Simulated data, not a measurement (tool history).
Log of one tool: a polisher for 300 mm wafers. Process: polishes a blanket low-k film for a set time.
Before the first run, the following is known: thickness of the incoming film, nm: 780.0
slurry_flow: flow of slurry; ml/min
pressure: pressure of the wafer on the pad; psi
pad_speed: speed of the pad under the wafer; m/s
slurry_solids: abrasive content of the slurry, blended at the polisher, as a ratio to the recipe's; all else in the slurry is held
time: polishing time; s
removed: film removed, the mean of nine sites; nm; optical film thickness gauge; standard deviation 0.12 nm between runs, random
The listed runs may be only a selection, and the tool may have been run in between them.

run    day  slurry_flow  pressure  pad_speed  slurry_solids  time  removed
  1  0.000          140       2.4       1.10            1.0    75   35.111
  2  0.162          135       2.2       1.06            1.0    75   32.120
  3  0.504          135       2.1       1.00            1.0    75   30.324
  4  0.858          135       2.0       0.94            1.0    75   28.335
  5  1.112          150       2.0       0.94            1.0    75   28.834
  6  1.308          135       2.0       0.94            1.0    75   28.244

Run 7 has not been measured yet. What should we expect?
  7  1.558          130       1.9       0.88            1.0    75        ?

{"run 7": {"removed": 25.937}}
